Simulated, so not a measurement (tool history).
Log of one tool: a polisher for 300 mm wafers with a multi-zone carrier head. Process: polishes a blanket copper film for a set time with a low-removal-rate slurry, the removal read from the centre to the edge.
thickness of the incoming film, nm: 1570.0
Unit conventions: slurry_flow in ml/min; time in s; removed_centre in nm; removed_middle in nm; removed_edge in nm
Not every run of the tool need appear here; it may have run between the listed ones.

run,day,slurry_flow,centre_zone,middle_zone,edge_zone,slurry_solids,time,removed_centre,removed_middle,removed_edge
1,0,290,1,1,1,1,59,101.75,101.82,101.51
2,0.029,285,1.01,0.96,1,1,59,99.012,97.681,98.228
3,0.158,285,1.04,0.92,1.05,1,59,106.75,97.467,100.41
4,0.396,285,1.04,0.92,1.05,1,71,125.57,115.27,123.37
5,0.583,265,1.04,0.89,1.07,0.85,70,121.98,107.23,118.22
6,0.662,255,1.03,0.87,1.06,0.75,69,112.74,100.9,113.31
7,0.838,250,1.04,0.85,1.05,0.7,68,110.9,95.684,107.77
8,0.942,245,1.04,0.84,1.05,0.65,68,113.81,92.544,109.03
9,1.062,245,1.03,0.84,1.03,0.6,68,107.29,90.533,105.73
10,1.396,245,1.03,0.84,1.02,0.6,68,107.25,93.577,106

Run 11 is up next; what results do you expect?
11,1.5,240,1.03,0.83,1.02,0.55,68,?,?,?

{"run 11": {"removed_centre": 110.12, "removed_middle": 90.603, "removed_edge": 103.72}}

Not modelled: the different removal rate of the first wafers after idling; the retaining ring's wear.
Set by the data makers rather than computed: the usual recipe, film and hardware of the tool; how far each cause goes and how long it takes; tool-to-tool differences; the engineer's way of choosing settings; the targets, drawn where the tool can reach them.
